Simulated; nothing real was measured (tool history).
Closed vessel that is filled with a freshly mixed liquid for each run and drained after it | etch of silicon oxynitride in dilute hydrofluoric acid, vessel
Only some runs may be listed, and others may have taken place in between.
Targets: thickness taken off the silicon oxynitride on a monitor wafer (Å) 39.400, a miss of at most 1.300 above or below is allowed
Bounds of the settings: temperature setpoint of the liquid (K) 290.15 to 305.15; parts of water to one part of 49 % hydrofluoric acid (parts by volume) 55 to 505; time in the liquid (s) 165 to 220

| run | hour | temperature setpoint of the liquid (K) | parts of water to one part of 49 % hydrofluoric acid (parts by volume) | time in the liquid (s) | thickness taken off the silicon oxynitride on a monitor wafer (Å) |
|---|---|---|---|---|---|
| 1 | 0.0 | 297.15 | 280 | 220 | 31.555 |
| 2 | 3.2 | 297.15 | 280 | 165 | 23.407 |
| 3 | 12.2 | 298.65 | 280 | 165 | 25.475 |
| 4 | 18.6 | 298.65 | 325 | 165 | 21.060 |
| 5 | 19.6 | 298.65 | 325 | 220 | 28.187 |
| 6 | 23.8 | 299.65 | 325 | 220 | 28.992 |
| 7 | 29.1 | 300.65 | 325 | 220 | 31.248 |
| 8 | 30.5 | 301.15 | 325 | 220 | 31.302 |
| 9 | 33.8 | 302.15 | 325 | 220 | 32.839 |
| 10 | 39.6 | 302.65 | 325 | 220 | 33.014 |
| 11 | 41.4 | 303.15 | 320 | 220 | 34.255 |
| 12 | 43.6 | 303.65 | 315 | 220 | 35.970 |
| 13 | 49.4 | 304.15 | 315 | 220 | 36.606 |

Which one of the following 5 next-run settings gets every result inside its allowed miss? There is exactly one.
| A | 55.2 | 302.65 | 295 | 205 | ? |
| B | 55.2 | 305.15 | 350 | 220 | ? |
| C | 55.2 | 305.15 | 325 | 220 | ? |
| D | 55.2 | 305.15 | 300 | 215 | ? |
| E | 55.2 | 304.15 | 320 | 200 | ? |

| move | thickness taken off the silicon oxynitride on a monitor wafer (Å) |
|---|---|
| A | 35.080 |
| B | 33.444 |
| C | 36.760 |
| D | 39.743 |
| E | 32.797 |
A: its largest miss is bigger than the last run's
B: its largest miss is bigger than the last run's
C: an improvement on the last run, though not all results are within tolerance
D: every result lands within tolerance
E: its largest miss is bigger than the last run's
So the answer is move D, the one that meets all the targets.
